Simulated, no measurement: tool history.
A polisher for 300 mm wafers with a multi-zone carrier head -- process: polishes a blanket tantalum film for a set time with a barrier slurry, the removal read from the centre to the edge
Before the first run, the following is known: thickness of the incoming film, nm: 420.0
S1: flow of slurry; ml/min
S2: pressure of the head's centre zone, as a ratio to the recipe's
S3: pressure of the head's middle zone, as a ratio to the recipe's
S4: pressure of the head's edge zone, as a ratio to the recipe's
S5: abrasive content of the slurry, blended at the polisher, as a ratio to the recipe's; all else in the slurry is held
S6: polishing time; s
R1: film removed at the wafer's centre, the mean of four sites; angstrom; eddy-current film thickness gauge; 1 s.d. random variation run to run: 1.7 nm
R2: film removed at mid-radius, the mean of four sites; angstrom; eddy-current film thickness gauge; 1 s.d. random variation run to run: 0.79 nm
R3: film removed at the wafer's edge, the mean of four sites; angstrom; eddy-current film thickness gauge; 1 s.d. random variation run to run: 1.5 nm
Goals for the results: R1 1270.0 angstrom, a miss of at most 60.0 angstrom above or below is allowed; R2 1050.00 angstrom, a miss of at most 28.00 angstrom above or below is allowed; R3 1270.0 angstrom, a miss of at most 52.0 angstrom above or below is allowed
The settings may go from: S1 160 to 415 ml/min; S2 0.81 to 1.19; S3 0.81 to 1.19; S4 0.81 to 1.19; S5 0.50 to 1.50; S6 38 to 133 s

Run 1, hour 0.0: S1 265 ml/min, S2 1.00, S3 1.00, S4 1.00, S5 1.00, S6 85 s. Result: R1 1434.4 angstrom, R2 1409.00 angstrom, R3 1372.8 angstrom.
Run 2, hour 4.6: S1 255 ml/min, S2 1.00, S3 0.96, S4 1.01, S5 0.95, S6 85 s. Result: R1 1387.7 angstrom, R2 1330.90 angstrom, R3 1352.6 angstrom.
Run 3, hour 5.5: S1 245 ml/min, S2 1.01, S3 0.93, S4 1.02, S5 0.90, S6 85 s. Result: R1 1370.8 angstrom, R2 1279.40 angstrom, R3 1342.5 angstrom.
Run 4, hour 11.9: S1 245 ml/min, S2 1.01, S3 0.93, S4 1.02, S5 0.90, S6 75 s. Result: R1 1188.2 angstrom, R2 1132.30 angstrom, R3 1161.7 angstrom.
Run 5, hour 14.3: S1 245 ml/min, S2 1.01, S3 0.93, S4 1.02, S5 1.00, S6 75 s. Result: R1 1234.9 angstrom, R2 1163.70 angstrom, R3 1203.2 angstrom.
Run 6, hour 23.4: S1 245 ml/min, S2 1.01, S3 0.88, S4 1.02, S5 1.00, S6 75 s. Result: R1 1216.7 angstrom, R2 1124.20 angstrom, R3 1199.5 angstrom.
Run 7, hour 28.1: S1 240 ml/min, S2 1.03, S3 0.86, S4 1.05, S5 1.00, S6 75 s. Result: R1 1288.8 angstrom, R2 1117.20 angstrom, R3 1241.5 angstrom.
Run 8, hour 31.5: S1 230 ml/min, S2 1.03, S3 0.85, S4 1.06, S5 1.00, S6 75 s. Result: R1 1251.5 angstrom, R2 1089.30 angstrom, R3 1233.1 angstrom.

4 candidate next runs follow, results not yet known. Just one meets every target within its allowed miss. Identify it.
Run A, hour 34.9: S1 250 ml/min, S2 1.03, S3 0.81, S4 1.14, S5 1.05, S6 73 s. Result: R1 ?, R2 ?, R3 ?.
Run B, hour 34.9: S1 240 ml/min, S2 1.06, S3 0.91, S4 1.06, S5 0.95, S6 74 s. Result: R1 ?, R2 ?, R3 ?.
Run C, hour 34.9: S1 225 ml/min, S2 1.08, S3 0.86, S4 0.99, S5 0.90, S6 74 s. Result: R1 ?, R2 ?, R3 ?.
Run D, hour 34.9: S1 275 ml/min, S2 0.97, S3 0.81, S4 1.11, S5 0.75, S6 77 s. Result: R1 ?, R2 ?, R3 ?.

move      R1       R2      R3
   A  1262.0  1061.20  1273.0
   B  1264.8  1122.90  1198.6
   C  1249.6  1046.50  1132.0
   D  1109.9   990.49  1169.8
A: all results land within tolerance of their targets
B: the biggest miss grows against the last run
C: brings the result that was furthest off to its target, and leaves another outside
D: takes the result that was furthest off past its target
Answer: A
